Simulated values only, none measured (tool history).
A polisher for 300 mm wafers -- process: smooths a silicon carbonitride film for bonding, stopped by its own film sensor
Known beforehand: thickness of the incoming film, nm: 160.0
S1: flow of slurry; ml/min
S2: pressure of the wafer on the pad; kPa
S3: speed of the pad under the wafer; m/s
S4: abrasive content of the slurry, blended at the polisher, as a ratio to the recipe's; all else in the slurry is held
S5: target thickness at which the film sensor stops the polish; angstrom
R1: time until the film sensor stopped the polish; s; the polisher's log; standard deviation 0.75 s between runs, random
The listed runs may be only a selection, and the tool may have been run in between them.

run    day   S1   S2    S3   S4    S5      R1
  1      0  285   11  0.92    1  1530  34.715
  2  0.125  285  9.7   0.9    1  1530   40.05
  3  0.362  285  8.3   0.9    1  1530  47.354
  4  0.617  285  6.9   0.9    1  1530  55.638
  5  0.758  285  6.9   0.9  1.2  1530  49.418
  6  0.792  220  6.9   0.9  1.2  1530  50.888
  7  1.012  220  6.2   0.9  1.2  1530  56.346

Run 8 has not been measured yet. What should we expect?
  8  1.067  215  6.2  0.9  1.2  1530   ?

{"run 8": {"R1": 56.458}}
